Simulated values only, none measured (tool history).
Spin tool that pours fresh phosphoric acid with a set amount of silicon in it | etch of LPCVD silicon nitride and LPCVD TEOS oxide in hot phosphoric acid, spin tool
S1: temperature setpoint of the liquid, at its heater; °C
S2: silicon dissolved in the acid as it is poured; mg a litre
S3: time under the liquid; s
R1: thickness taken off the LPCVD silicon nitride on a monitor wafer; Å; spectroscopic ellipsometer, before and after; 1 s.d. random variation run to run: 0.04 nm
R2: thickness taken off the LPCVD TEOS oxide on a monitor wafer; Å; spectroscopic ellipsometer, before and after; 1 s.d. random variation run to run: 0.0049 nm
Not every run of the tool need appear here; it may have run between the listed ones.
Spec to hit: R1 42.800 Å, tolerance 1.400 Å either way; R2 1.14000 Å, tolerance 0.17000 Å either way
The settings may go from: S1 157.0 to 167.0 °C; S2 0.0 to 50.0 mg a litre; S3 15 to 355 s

run  hour     S1    S2   S3       R1       R2
  1   0.0  162.0  29.5  180  182.220  5.37450
  2   6.4  160.5  31.5  130  126.590  3.52800
  3  10.6  159.5  34.0   95   88.433  2.02610
  4  13.0  159.5  34.0  130  122.580  2.93180
  5  21.6  158.5  33.5   95   84.967  1.93330
  6  25.2  158.0  31.5   70   62.446  1.52730
  7  25.8  157.5  30.5   60   52.745  1.39230
  8  31.3  157.0  30.5   30   25.770  0.62900
  9  36.9  159.5  32.0   30   28.170  0.73551
 10  40.1  159.0  31.5   40   37.398  0.96949

Consider the 5 candidate settings below. Which is the only one whose results all fall within their allowed miss of target?
  A  43.3  158.0  18.5  45   ?   ?
  B  43.3  157.0  20.5  50   ?   ?
  C  43.3  157.0  29.0  50   ?   ?
  D  43.3  157.5  27.0  45   ?   ?
  E  43.3  158.0  28.0  45   ?   ?

move      R1       R2
   A  40.293  1.56280
   B  43.274  1.52270
   C  43.274  1.14760
   D  39.615  1.15480
   E  40.293  1.15600
A: closes in on the targets versus the last run, not all within tolerance yet
B: the worst result of the last run now meets its target, but another is out of spec
C: in spec on every target
D: closes in on the targets versus the last run, not all within tolerance yet
E: closes in on the targets versus the last run, not all within tolerance yet
The right move is C.
